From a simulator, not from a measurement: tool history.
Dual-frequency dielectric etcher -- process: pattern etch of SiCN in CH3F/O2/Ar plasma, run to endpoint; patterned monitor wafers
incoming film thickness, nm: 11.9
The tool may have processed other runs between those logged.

run	hour	source power (kW)	bias power (kW)	endpoint time (s)
1	0	0.45	0.1	30.151
2	7.6	0.45	0.089	31.037
3	14.8	0.47	0.092	30.746
4	22.9	0.47	0.076	32.045
5	27.1	0.49	0.082	31.6
6	28.6	0.52	0.082	30.744
7	32.1	0.54	0.088	29.161

Predict the results of run 8:
8	33.6	0.63	0.103	?

Run 8 yielded endpoint time (s) 26.32.
